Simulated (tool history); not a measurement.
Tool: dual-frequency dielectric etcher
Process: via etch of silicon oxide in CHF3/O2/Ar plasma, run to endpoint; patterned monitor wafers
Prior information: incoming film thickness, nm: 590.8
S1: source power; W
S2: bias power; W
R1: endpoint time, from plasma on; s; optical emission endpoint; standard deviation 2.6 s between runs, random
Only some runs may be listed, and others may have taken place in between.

run,hour,S1,S2,R1
1,0.0,620,132,366.08
2,1.2,540,132,375.56
3,7.0,460,132,397.21
4,13.1,510,132,387.24
5,14.2,560,137,371.15
6,16.7,560,121,383.70
7,18.6,690,142,343.26

Run 8 is up next; what results do you expect?
8,22.3,710,144,?

For run 8 the tool returned R1 337.13 s.
